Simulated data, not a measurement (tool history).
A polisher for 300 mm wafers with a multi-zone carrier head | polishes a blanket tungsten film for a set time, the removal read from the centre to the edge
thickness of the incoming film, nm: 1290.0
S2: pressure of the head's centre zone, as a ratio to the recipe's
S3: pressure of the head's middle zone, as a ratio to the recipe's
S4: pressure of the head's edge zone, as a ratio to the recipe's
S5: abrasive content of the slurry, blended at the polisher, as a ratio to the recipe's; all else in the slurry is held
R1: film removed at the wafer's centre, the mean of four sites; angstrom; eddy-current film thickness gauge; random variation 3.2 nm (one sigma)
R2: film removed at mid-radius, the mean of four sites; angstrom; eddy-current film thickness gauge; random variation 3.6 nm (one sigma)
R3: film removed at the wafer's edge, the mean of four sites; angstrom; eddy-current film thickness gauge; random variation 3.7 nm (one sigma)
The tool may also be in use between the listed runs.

{"run": 1, "day": 0.0, "flow of slurry (ml/min)": 130, "S2": 1.0, "S3": 1.0, "S4": 1.0, "S5": 1.0, "polishing time (s)": 80, "R1": 4223.2, "R2": 4239.4, "R3": 4186.3}
{"run": 2, "day": 0.021, "flow of slurry (ml/min)": 140, "S2": 1.0, "S3": 1.0, "S4": 1.0, "S5": 1.0, "polishing time (s)": 80, "R1": 4276.5, "R2": 4397.7, "R3": 4223.5}
{"run": 3, "day": 0.329, "flow of slurry (ml/min)": 130, "S2": 0.98, "S3": 1.0, "S4": 0.97, "S5": 0.95, "polishing time (s)": 80, "R1": 4085.2, "R2": 4193.3, "R3": 4141.1}
{"run": 4, "day": 0.446, "flow of slurry (ml/min)": 130, "S2": 0.98, "S3": 1.0, "S4": 1.04, "S5": 0.95, "polishing time (s)": 80, "R1": 4142.7, "R2": 4274.0, "R3": 4220.8}
{"run": 5, "day": 0.762, "flow of slurry (ml/min)": 130, "S2": 0.98, "S3": 1.0, "S4": 1.04, "S5": 0.95, "polishing time (s)": 98, "R1": 5002.2, "R2": 5231.6, "R3": 5134.6}
{"run": 6, "day": 1.05, "flow of slurry (ml/min)": 130, "S2": 0.98, "S3": 1.0, "S4": 1.04, "S5": 1.1, "polishing time (s)": 98, "R1": 5212.6, "R2": 5460.5, "R3": 5336.8}
{"run": 7, "day": 1.246, "flow of slurry (ml/min)": 130, "S2": 0.97, "S3": 1.01, "S4": 1.01, "S5": 0.95, "polishing time (s)": 94, "R1": 4766.2, "R2": 5019.8, "R3": 4854.1}
{"run": 8, "day": 1.333, "flow of slurry (ml/min)": 130, "S2": 0.96, "S3": 1.01, "S4": 0.99, "S5": 0.85, "polishing time (s)": 91, "R1": 4449.9, "R2": 4803.7, "R3": 4603.5}

Run 9 comes next. What will it give?
{"run": 9, "day": 1.675, "flow of slurry (ml/min)": 125, "S2": 0.96, "S3": 1.01, "S4": 0.97, "S5": 0.75, "polishing time (s)": 89, "R1": "?", "R2": "?", "R3": "?"}

{"run 9": {"R1": 4195.6, "R2": 4444.2, "R3": 4259.1}}
